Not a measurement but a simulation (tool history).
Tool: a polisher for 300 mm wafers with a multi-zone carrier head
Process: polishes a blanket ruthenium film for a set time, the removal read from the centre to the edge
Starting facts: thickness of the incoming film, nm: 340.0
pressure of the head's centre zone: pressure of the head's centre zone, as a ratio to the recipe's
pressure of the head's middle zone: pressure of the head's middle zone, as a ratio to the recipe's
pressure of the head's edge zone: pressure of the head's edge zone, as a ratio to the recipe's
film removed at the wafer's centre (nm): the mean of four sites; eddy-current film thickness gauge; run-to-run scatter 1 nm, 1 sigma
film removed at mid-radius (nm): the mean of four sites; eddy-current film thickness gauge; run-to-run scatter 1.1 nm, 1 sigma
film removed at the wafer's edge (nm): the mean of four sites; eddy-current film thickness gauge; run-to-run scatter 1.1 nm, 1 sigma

run,hour,flow of slurry (ml/min),pressure of the head's centre zone,pressure of the head's middle zone,pressure of the head's edge zone,polishing time (s),film removed at the wafer's centre (nm),film removed at mid-radius (nm),film removed at the wafer's edge (nm)
1,0.0,270,1.00,1.00,1.00,88,113.30,111.850,116.43
2,4.5,270,1.07,1.00,1.00,88,119.74,108.980,115.19
3,9.0,265,1.06,0.97,1.00,86,116.88,102.360,111.66
4,14.7,260,1.04,0.95,1.00,85,112.01,99.293,110.63
5,18.5,260,1.04,1.03,1.00,85,110.17,107.880,111.56
6,26.7,260,1.04,1.09,1.00,85,112.85,114.640,110.31
7,28.6,255,1.04,1.05,1.00,83,108.58,109.560,109.44
8,35.9,255,1.04,1.02,1.00,82,106.90,105.590,109.02

Run 9 has not been measured yet. What should we expect?
# hour 37.3: edge zone pressure recalibrated
9,37.3,255,1.04,0.99,0.99,81,?,?,?

film removed at the wafer's centre (nm): 106.71
film removed at mid-radius (nm): 100.000
film removed at the wafer's edge (nm): 103.12

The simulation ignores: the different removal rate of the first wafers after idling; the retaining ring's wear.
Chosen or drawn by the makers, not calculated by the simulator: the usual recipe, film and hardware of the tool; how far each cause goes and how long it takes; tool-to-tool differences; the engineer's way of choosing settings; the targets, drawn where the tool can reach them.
